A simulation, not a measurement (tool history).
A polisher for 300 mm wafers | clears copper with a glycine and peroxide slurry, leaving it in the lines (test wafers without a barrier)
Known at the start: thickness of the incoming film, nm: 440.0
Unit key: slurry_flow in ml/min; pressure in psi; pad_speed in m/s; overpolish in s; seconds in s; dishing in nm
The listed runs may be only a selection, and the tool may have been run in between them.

run	hour	slurry_flow	pressure	pad_speed	overpolish	seconds	dishing
1	0.0	255	2.4	1.02	29	91.145	73.330
2	6.9	255	2.1	1.02	29	99.762	70.025
3	14.0	255	2.1	0.80	29	117.820	62.622
4	20.6	255	1.6	0.80	29	142.580	55.053
5	29.1	215	1.6	0.80	29	138.830	54.145
6	33.5	215	1.8	0.80	29	132.570	58.115

What does the tool deliver on the next run?
7	37.9	215	2.3	0.84	31	?	?

{"run 7": {"seconds": 114.03, "dishing": 69.541}}

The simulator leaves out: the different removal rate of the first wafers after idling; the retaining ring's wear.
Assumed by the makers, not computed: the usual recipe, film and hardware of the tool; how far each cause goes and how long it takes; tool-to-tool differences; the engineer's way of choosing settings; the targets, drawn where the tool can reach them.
